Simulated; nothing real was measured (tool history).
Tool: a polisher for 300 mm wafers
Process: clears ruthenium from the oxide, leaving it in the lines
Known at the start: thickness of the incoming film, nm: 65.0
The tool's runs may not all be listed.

run	day	flow of slurry (ml/min)	pressure of the wafer on the pad (psi)	speed of the pad under the wafer (m/s)	overpolish time after the end point (s)	time until the end point was called (s)
1	0.000	190	1.5	0.76	10	109.30
2	0.154	190	1.4	0.74	10	117.18
3	0.396	190	1.5	0.74	10	113.46
4	0.483	190	1.4	0.70	10	125.27
5	0.808	190	1.3	0.68	10	139.45
6	1.150	190	1.3	0.86	10	110.91
7	1.212	190	1.2	0.82	10	123.03
8	1.504	190	1.1	0.78	10	139.38

Forecast run 9:
9	1.783	190	1.0	0.74	10	?

Run 9 gave time until the end point was called (s) 163.67.

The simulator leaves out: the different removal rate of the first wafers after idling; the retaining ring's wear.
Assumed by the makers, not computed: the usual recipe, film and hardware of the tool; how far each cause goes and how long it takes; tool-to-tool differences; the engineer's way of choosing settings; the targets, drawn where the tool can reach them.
